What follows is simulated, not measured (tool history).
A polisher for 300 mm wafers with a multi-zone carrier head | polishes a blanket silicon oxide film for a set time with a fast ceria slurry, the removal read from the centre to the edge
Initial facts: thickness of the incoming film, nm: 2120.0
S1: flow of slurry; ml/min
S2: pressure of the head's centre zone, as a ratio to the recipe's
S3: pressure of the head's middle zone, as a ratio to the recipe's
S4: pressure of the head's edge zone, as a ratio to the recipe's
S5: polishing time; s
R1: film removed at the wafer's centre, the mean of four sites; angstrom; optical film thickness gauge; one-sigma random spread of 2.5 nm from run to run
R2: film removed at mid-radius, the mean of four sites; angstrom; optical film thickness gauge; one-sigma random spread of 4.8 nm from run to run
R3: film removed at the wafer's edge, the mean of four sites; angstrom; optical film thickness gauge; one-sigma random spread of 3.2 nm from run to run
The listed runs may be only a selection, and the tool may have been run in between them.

run	hour	S1	S2	S3	S4	S5	R1	R2	R3
1	0.0	245	1.00	1.00	1.00	41	6390.1	6337.7	6360.3
2	6.3	245	1.00	1.04	1.00	41	6419.2	6466.6	6259.3
3	13.3	230	0.96	0.99	0.97	38	5655.1	5802.6	5692.2
4	21.9	230	1.02	0.99	0.97	38	6026.9	5592.9	5673.7
5	30.0	270	1.02	0.99	0.97	38	6160.8	5852.2	5815.3
6	36.6	245	0.97	0.95	0.96	36	5418.0	5395.5	5408.7
7	42.2	245	0.97	0.95	0.96	36	5501.5	5283.8	5429.9
8	50.5	225	0.93	0.93	0.96	34	4946.3	4781.3	5103.1
9	57.8	215	0.90	0.93	0.96	33	4533.4	4642.8	4902.3
10	63.4	200	0.88	0.92	0.95	33	4461.9	4589.1	4895.5
11	64.3	190	0.86	0.91	0.94	33	4267.2	4582.2	4801.5
12	69.0	185	0.85	0.89	0.93	33	4155.5	4423.7	4803.7
13	69.8	185	0.85	0.89	0.93	33	4124.5	4351.7	4757.9
14	77.2	180	0.85	0.88	0.92	33	4149.0	4385.2	4699.2

Run 15 comes next. What will it give?
15	78.5	175	0.84	0.87	0.92	33	?	?	?

R1: 4121.0 angstrom
R2: 4360.7 angstrom
R3: 4678.8 angstrom
